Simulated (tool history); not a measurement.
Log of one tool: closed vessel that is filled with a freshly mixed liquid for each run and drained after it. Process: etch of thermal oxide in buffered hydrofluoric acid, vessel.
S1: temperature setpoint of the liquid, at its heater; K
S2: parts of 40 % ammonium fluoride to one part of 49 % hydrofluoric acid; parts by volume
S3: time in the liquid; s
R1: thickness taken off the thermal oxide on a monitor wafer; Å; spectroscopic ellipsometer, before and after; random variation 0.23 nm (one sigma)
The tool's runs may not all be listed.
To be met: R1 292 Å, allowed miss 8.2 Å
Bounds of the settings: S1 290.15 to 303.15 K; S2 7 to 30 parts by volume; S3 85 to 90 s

run    day      S1    S2  S3      R1
  1      0  295.15    20  85  447.47
  2  0.288  293.15    20  85  401.35
  3  0.521  292.15    21  85  359.93
  4  0.846  292.15    25  85  322.74
  5  0.942  292.15    25  90  340.06
  6  1.146  290.15    25  90   305.1
  7  1.421  290.15  25.5  90  304.15
  8  1.538  290.15  25.5  90  303.48

4 next moves are on the table. One of them brings every result within its allowed miss. Which?
  A  1.654  290.65  25.5  90   ?
  B  1.654  291.65    26  90   ?
  C  1.654  291.15    25  85   ?
  D  1.654  291.15  28.5  90   ?

move      R1
   A  306.01
   B  319.64
   C  301.49
   D  291.52
A: further off than the last run
B: further off than the last run
C: nearer than the last run, and not there yet
D: meets every target
Answer: D

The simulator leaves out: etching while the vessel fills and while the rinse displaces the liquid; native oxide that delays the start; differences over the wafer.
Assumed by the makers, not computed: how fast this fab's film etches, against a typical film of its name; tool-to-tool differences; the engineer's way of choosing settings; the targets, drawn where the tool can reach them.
